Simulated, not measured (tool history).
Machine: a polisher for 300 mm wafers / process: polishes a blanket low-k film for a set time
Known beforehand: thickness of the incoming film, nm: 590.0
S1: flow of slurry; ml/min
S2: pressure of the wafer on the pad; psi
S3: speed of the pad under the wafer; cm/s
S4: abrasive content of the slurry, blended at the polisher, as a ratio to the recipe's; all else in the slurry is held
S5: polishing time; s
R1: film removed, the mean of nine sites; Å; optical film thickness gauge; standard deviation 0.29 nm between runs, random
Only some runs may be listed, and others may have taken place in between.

run    day   S1   S2   S3    S4  S5      R1
  1  0.000  220  2.3  118  1.00  96  494.74
  2  0.250  220  2.2  118  1.00  96  469.95
  3  0.479  220  2.1  118  1.00  96  452.73
  4  0.771  220  2.1  118  1.15  96  475.76
  5  1.021  220  2.0  118  1.15  96  457.01
  6  1.317  220  1.9  118  1.15  96  437.22

Estimate the outcome of run 7 from the log above:
  7  1.638  220  1.8  118  1.15  96   ?

{"run 7": {"R1": 404.57}}
